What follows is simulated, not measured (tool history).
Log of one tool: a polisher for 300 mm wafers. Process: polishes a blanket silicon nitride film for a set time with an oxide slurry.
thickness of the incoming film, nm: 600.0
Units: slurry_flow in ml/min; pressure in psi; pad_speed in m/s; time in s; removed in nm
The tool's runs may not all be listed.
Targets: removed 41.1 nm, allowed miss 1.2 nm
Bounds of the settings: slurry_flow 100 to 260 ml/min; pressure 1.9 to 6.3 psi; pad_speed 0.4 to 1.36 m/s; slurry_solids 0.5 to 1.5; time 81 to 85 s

Run 1, hour 0: slurry_flow 165 ml/min, pressure 4.1 psi, pad_speed 0.88 m/s, slurry_solids 1, time 81 s. Result: removed 38.792 nm.
Run 2, hour 6.6: slurry_flow 165 ml/min, pressure 4.1 psi, pad_speed 0.88 m/s, slurry_solids 1, time 81 s. Result: removed 38.828 nm.
Run 3, hour 11.6: slurry_flow 200 ml/min, pressure 4.1 psi, pad_speed 0.88 m/s, slurry_solids 1, time 81 s. Result: removed 40.366 nm.
Run 4, hour 20.5: slurry_flow 200 ml/min, pressure 4.1 psi, pad_speed 1.02 m/s, slurry_solids 1, time 81 s. Result: removed 42.964 nm.
Run 5, hour 24.7: slurry_flow 200 ml/min, pressure 4.9 psi, pad_speed 1.02 m/s, slurry_solids 1, time 81 s. Result: removed 50.172 nm.
Run 6, hour 29.2: slurry_flow 180 ml/min, pressure 4.9 psi, pad_speed 1.02 m/s, slurry_solids 1, time 81 s. Result: removed 49.615 nm.
Run 7, hour 36: slurry_flow 180 ml/min, pressure 4.8 psi, pad_speed 1.02 m/s, slurry_solids 1, time 81 s. Result: removed 48.124 nm.
Run 8, hour 44.5: slurry_flow 175 ml/min, pressure 4.7 psi, pad_speed 1.02 m/s, slurry_solids 1, time 81 s. Result: removed 48.588 nm.

4 next moves are on the table. One of them brings every result within its allowed miss. Which?
Run A, hour 53: slurry_flow 185 ml/min, pressure 4.5 psi, pad_speed 1.04 m/s, slurry_solids 0.95, time 81 s. Result: removed ?.
Run B, hour 53: slurry_flow 180 ml/min, pressure 4.5 psi, pad_speed 1.02 m/s, slurry_solids 0.8, time 81 s. Result: removed ?.
Run C, hour 53: slurry_flow 150 ml/min, pressure 5.6 psi, pad_speed 1.16 m/s, slurry_solids 0.85, time 82 s. Result: removed ?.
Run D, hour 53: slurry_flow 175 ml/min, pressure 4.6 psi, pad_speed 0.94 m/s, slurry_solids 1, time 81 s. Result: removed ?.

move  removed
   A   45.932
   B   41.657
   C   54.613
   D   44.704
A: nearer than the last run, and not there yet
B: meets every target
C: further off than the last run
D: nearer than the last run, and not there yet
The right move is B.

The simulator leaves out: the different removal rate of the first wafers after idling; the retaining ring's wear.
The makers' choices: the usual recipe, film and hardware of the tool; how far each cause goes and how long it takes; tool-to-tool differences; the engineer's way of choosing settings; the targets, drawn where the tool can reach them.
